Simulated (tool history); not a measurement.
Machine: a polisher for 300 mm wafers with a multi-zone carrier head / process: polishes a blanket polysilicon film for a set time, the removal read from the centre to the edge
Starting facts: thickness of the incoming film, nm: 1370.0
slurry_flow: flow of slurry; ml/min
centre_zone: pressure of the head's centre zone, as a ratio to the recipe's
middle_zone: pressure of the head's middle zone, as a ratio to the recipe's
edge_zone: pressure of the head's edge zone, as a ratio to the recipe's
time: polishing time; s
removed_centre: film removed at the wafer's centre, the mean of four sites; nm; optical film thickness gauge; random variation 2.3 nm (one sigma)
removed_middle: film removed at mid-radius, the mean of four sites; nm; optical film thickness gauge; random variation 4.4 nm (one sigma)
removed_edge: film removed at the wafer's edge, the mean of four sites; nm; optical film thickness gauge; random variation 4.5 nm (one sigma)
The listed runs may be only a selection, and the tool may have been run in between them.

run,hour,slurry_flow,centre_zone,middle_zone,edge_zone,time,removed_centre,removed_middle,removed_edge
1,0,125,1,1,1,49,484,486.23,482.79
2,2.5,120,0.98,0.98,0.96,44,417.98,428.75,416.33
3,9.6,120,0.98,0.98,0.96,54,514.99,513.33,510.87
4,12.4,115,0.96,0.95,0.92,49,457.43,462.02,455.44
5,21.4,115,0.88,0.95,0.92,49,412.67,470.44,447.77
6,25.7,115,0.88,0.98,0.92,49,410.86,473.89,457.16

Run 7, settings as shown, results not yet in. Your forecast:
7,27.7,105,0.89,0.94,0.91,45,?,?,?

removed_centre: 375.57 nm
removed_middle: 408.67 nm
removed_edge: 415.95 nm
